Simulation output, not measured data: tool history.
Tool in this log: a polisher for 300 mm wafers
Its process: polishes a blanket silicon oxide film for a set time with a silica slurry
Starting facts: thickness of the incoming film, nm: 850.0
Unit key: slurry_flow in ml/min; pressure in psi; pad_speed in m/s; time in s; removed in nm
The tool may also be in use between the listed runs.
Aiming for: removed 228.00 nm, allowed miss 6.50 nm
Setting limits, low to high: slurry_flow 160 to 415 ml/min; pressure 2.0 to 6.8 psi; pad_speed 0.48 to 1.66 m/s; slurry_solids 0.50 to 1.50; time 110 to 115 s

run	hour	slurry_flow	pressure	pad_speed	slurry_solids	time	removed
1	0.0	265	4.4	1.06	1.00	110	309.76
2	7.0	265	4.4	1.20	1.00	110	340.12
3	8.2	265	4.4	1.20	1.20	110	369.64
4	16.8	265	4.4	1.20	1.10	110	352.07
5	19.3	265	4.4	1.20	1.25	110	370.14
6	23.5	265	4.2	1.20	1.25	110	370.89
7	30.0	265	3.9	1.18	1.25	110	351.19
8	35.4	255	2.7	1.06	1.25	110	261.66
9	38.3	255	2.6	1.06	1.25	110	260.37
10	45.7	255	2.5	1.06	1.25	110	253.40
11	47.3	255	2.4	1.06	1.25	110	248.31
12	56.0	255	2.2	1.04	1.25	110	235.77

Below are 5 possible settings for the next run. Only one of them brings all results inside the allowed miss of their targets. Which is it?
A	64.7	255	2.6	0.94	1.40	112	?
B	64.7	230	2.1	1.08	1.30	112	?
C	64.7	285	2.2	1.06	1.20	115	?
D	64.7	265	2.3	1.02	1.35	110	?
E	64.7	285	3.0	0.82	1.20	113	?

move	removed
A	248.76
B	243.12
C	247.72
D	244.12
E	229.11
A: the biggest miss grows against the last run
B: the biggest miss grows against the last run
C: the biggest miss grows against the last run
D: the biggest miss grows against the last run
E: meets every target
Move E is the one to make.

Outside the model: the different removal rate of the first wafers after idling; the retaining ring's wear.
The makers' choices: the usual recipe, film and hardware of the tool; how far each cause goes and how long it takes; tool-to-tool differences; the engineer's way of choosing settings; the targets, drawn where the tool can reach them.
